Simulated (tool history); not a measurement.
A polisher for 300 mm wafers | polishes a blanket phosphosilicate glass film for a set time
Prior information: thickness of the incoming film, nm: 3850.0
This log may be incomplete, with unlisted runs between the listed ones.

run,hour,flow of slurry (ml/min),pressure of the wafer on the pad (psi),speed of the pad under the wafer (cm/s),abrasive content of the slurry,polishing time (s),film removed (angstrom)
1,0,245,3.7,94,1,89,9279.2
2,3,245,3.5,90,1,89,8341.6
3,6.2,245,2.6,90,1,89,6342.8
4,7.9,245,2.6,100,1,89,6885.8
5,15.6,245,2.6,114,1,89,7611.7
6,23.8,245,2.5,108,1,89,6998.5
7,29.5,225,1.7,82,0.95,89,3770.8
8,37.3,230,1.7,82,0.95,89,3798.8

Run 9, settings as shown, results not yet in. Your forecast:
9,38.7,235,1.7,82,0.95,89,?

{"run 9": {"film removed (angstrom)": 3751}}
